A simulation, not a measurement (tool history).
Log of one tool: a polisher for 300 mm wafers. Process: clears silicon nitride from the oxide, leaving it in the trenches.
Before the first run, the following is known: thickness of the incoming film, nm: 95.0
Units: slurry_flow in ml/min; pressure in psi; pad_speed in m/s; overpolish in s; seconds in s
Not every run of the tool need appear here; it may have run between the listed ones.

{"run": 1, "hour": 0.0, "slurry_flow": 140, "pressure": 1.7, "pad_speed": 1.24, "overpolish": 23, "seconds": 167.63}
{"run": 2, "hour": 2.9, "slurry_flow": 140, "pressure": 1.7, "pad_speed": 1.24, "overpolish": 23, "seconds": 161.06}
{"run": 3, "hour": 5.0, "slurry_flow": 140, "pressure": 1.3, "pad_speed": 1.24, "overpolish": 23, "seconds": 205.87}
{"run": 4, "hour": 11.6, "slurry_flow": 140, "pressure": 1.4, "pad_speed": 1.26, "overpolish": 23, "seconds": 192.35}
{"run": 5, "hour": 16.6, "slurry_flow": 140, "pressure": 1.5, "pad_speed": 1.28, "overpolish": 23, "seconds": 182.11}
{"run": 6, "hour": 22.2, "slurry_flow": 140, "pressure": 1.5, "pad_speed": 1.28, "overpolish": 23, "seconds": 183.89}

Run 7, settings as shown, results not yet in. Your forecast:
{"run": 7, "hour": 25.1, "slurry_flow": 140, "pressure": 1.6, "pad_speed": 1.3, "overpolish": 23, "seconds": "?"}

{"run 7": {"seconds": 169.78}}
